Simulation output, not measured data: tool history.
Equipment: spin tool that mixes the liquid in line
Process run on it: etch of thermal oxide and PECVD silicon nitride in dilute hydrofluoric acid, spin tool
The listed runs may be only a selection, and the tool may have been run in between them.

| run | hour | temperature setpoint of the liquid (K) | parts of water to one part of 49 % hydrofluoric acid (parts by volume) | time under the liquid (s) | thickness taken off the thermal oxide on a monitor wafer (Å) | thickness taken off the PECVD silicon nitride on a monitor wafer (Å) |
|---|---|---|---|---|---|---|
| 1 | 0 | 295.15 | 80 | 180 | 114.57 | 65.186 |
| 2 | 1 | 295.65 | 80 | 180 | 115.96 | 67.587 |
| 3 | 2.2 | 297.15 | 75 | 175 | 129.23 | 77.653 |
| 4 | 4.9 | 297.15 | 75 | 130 | 95.402 | 57.47 |
| 5 | 13.2 | 297.15 | 75 | 205 | 151.46 | 91.451 |
| 6 | 19.9 | 300.15 | 75 | 205 | 169.1 | 109.65 |

For run 7, what comes out?
| 7 | 24 | 300.15 | 75 | 205 | ? | ? |

Run 7 yielded thickness taken off the thermal oxide on a monitor wafer (Å) 170.73, thickness taken off the PECVD silicon nitride on a monitor wafer (Å) 111.08.
